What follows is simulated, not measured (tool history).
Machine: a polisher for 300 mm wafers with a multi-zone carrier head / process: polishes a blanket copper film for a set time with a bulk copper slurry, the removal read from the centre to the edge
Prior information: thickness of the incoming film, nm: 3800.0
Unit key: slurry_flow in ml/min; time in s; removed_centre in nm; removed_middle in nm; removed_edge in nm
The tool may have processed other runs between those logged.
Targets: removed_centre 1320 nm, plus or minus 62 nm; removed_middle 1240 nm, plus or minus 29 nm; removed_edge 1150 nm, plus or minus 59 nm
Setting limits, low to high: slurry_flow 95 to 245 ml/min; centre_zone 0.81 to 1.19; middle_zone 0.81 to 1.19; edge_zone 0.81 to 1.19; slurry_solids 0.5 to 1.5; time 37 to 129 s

run,hour,slurry_flow,centre_zone,middle_zone,edge_zone,slurry_solids,time,removed_centre,removed_middle,removed_edge
1,0,155,1,1,1,1,83,770.46,745.69,769.73
2,1.2,165,1.03,1.03,1.02,1.1,86,845.98,817.03,837.09
3,3.8,165,1.03,1.03,1.02,1.1,94,901.21,888.97,919.24
4,11.3,175,1.06,1.05,1.01,1.15,96,992.02,934.32,931.53
5,17.7,185,1.08,1.07,1.02,1.2,98,1064.3,1000.4,974.8
6,19.5,185,1.08,1.07,1.02,1.35,98,1066.1,1036.3,1001.9
7,26.7,190,1.1,1.09,1.04,1.4,99,1133.4,1074,1042.3
8,31,195,1.11,1.11,1.05,1.4,99,1145.2,1094,1039.8
9,38,195,1.11,1.11,1.05,1.4,99,1123,1088.2,1052
10,44.5,200,1.12,1.12,1.05,1.4,100,1150.2,1125.6,1048
11,48,205,1.13,1.12,1.06,1.4,101,1182.6,1113.9,1057.7
12,48.8,205,1.14,1.13,1.06,1.4,102,1225.2,1147.5,1093.6
13,54.3,205,1.15,1.14,1.06,1.4,102,1261.5,1178.2,1075.7
14,56.1,205,1.15,1.14,1.07,1.4,102,1244.2,1162.1,1111.4
15,64.3,205,1.16,1.15,1.07,1.4,102,1229,1159.8,1084.5

Which single option among these 5 for the next run brings every result within its allowed miss of target? Just one does.
A,72.5,200,1.11,1.19,1.04,1.45,98,?,?,?
B,72.5,235,1.19,1.19,0.84,1.4,102,?,?,?
C,72.5,220,1.17,1.08,1.07,1.5,105,?,?,?
D,72.5,230,1.17,1.16,1.08,1.3,108,?,?,?
E,72.5,195,1,1.19,1.14,1.45,110,?,?,?

move,removed_centre,removed_middle,removed_edge
A,1148.4,1173.2,1037.9
B,1297.1,1237.3,994.68
C,1323.1,1181.7,1149.1
D,1322.4,1254.3,1149.1
E,1163.3,1312.3,1211.6
A: neither nearer nor further off than the last run
B: the furthest-off result lands on target, but another misses its tolerance
C: nearer than the last run, and not there yet
D: hits every target within its allowed miss
E: carries the result that was furthest off beyond its target, to the other side
D is the move that brings every result within its allowed miss.
